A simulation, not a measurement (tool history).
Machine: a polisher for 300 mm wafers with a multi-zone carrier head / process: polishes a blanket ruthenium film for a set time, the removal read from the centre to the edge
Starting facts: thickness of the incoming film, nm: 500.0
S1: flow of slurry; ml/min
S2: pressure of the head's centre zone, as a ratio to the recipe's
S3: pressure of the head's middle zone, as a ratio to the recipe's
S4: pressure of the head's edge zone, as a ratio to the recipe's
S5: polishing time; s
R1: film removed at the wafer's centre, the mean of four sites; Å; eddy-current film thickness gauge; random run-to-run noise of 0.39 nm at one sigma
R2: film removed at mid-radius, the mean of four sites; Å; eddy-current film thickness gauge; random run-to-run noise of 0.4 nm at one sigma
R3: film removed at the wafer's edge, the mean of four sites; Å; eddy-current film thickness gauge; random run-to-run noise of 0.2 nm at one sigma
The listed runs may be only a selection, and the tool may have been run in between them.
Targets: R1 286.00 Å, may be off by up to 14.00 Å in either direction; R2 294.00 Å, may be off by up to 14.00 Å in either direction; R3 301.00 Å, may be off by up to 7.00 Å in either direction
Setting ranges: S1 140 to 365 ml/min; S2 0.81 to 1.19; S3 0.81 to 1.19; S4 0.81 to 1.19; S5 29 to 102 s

{"run": 1, "day": 0.0, "S1": 235, "S2": 1.0, "S3": 1.0, "S4": 1.0, "S5": 65, "R1": 592.26, "R2": 659.02, "R3": 631.3}
{"run": 2, "day": 0.133, "S1": 210, "S2": 0.97, "S3": 0.95, "S4": 0.95, "S5": 55, "R1": 464.06, "R2": 520.66, "R3": 518.38}
{"run": 3, "day": 0.442, "S1": 190, "S2": 0.98, "S3": 0.92, "S4": 0.91, "S5": 48, "R1": 395.19, "R2": 426.25, "R3": 434.05}
{"run": 4, "day": 0.717, "S1": 215, "S2": 0.98, "S3": 0.92, "S4": 0.91, "S5": 48, "R1": 421.7, "R2": 448.53, "R3": 447.08}
{"run": 5, "day": 0.962, "S1": 215, "S2": 0.98, "S3": 0.88, "S4": 0.91, "S5": 48, "R1": 415.5, "R2": 436.08, "R3": 444.52}
{"run": 6, "day": 1.079, "S1": 215, "S2": 0.98, "S3": 0.88, "S4": 0.91, "S5": 57, "R1": 492.16, "R2": 496.69, "R3": 521.9}
{"run": 7, "day": 1.125, "S1": 205, "S2": 0.98, "S3": 0.87, "S4": 0.89, "S5": 50, "R1": 432.95, "R2": 444.48, "R3": 450.69}
{"run": 8, "day": 1.179, "S1": 190, "S2": 0.98, "S3": 0.86, "S4": 0.88, "S5": 45, "R1": 372.3, "R2": 379.5, "R3": 403.67}
{"run": 9, "day": 1.408, "S1": 185, "S2": 0.99, "S3": 0.87, "S4": 0.86, "S5": 41, "R1": 350.88, "R2": 356.48, "R3": 364.12}
{"day": 1.596, "done": "centre zone pressure recalibrated"}
{"run": 10, "day": 1.596, "S1": 175, "S2": 0.99, "S3": 0.87, "S4": 0.85, "S5": 39, "R1": 356.13, "R2": 336.92, "R3": 338.96}
{"run": 11, "day": 1.733, "S1": 165, "S2": 0.89, "S3": 0.82, "S4": 0.82, "S5": 33, "R1": 273.49, "R2": 266.85, "R3": 281.32}
{"run": 12, "day": 1.8, "S1": 180, "S2": 0.89, "S3": 0.83, "S4": 0.83, "S5": 33, "R1": 274.29, "R2": 270.74, "R3": 287.5}
{"run": 13, "day": 2.008, "S1": 225, "S2": 0.91, "S3": 0.9, "S4": 0.85, "S5": 34, "R1": 305.91, "R2": 314.86, "R3": 307.27}
{"run": 14, "day": 2.183, "S1": 215, "S2": 0.91, "S3": 0.89, "S4": 0.85, "S5": 34, "R1": 296.38, "R2": 299.99, "R3": 300.68}
{"run": 15, "day": 2.392, "S1": 210, "S2": 0.91, "S3": 0.89, "S4": 0.85, "S5": 34, "R1": 301.14, "R2": 302.71, "R3": 303.03}

5 next moves are on the table. One of them brings every result within its allowed miss. Which?
{"run": "A", "day": 2.6, "S1": 255, "S2": 0.87, "S3": 0.85, "S4": 0.85, "S5": 33, "R1": "?", "R2": "?", "R3": "?"}
{"run": "B", "day": 2.6, "S1": 160, "S2": 0.88, "S3": 1.02, "S4": 0.94, "S5": 34, "R1": "?", "R2": "?", "R3": "?"}
{"run": "C", "day": 2.6, "S1": 205, "S2": 0.94, "S3": 0.84, "S4": 0.81, "S5": 35, "R1": "?", "R2": "?", "R3": "?"}
{"run": "D", "day": 2.6, "S1": 225, "S2": 0.93, "S3": 0.96, "S4": 0.81, "S5": 34, "R1": "?", "R2": "?", "R3": "?"}
{"run": "E", "day": 2.6, "S1": 230, "S2": 0.93, "S3": 0.88, "S4": 0.85, "S5": 34, "R1": "?", "R2": "?", "R3": "?"}

move=A R1=288.17 R2=287.64 R3=302.60
move=B R1=275.87 R2=319.46 R3=306.52
move=C R1=319.29 R2=292.89 R3=307.63
move=D R1=311.97 R2=322.37 R3=301.51
move=E R1=312.87 R2=300.75 R3=308.47
A: meets every target
B: corrects the largest miss of the last run, while another result sits out of spec
C: further off than the last run
D: further off than the last run
E: further off than the last run
Answer: A

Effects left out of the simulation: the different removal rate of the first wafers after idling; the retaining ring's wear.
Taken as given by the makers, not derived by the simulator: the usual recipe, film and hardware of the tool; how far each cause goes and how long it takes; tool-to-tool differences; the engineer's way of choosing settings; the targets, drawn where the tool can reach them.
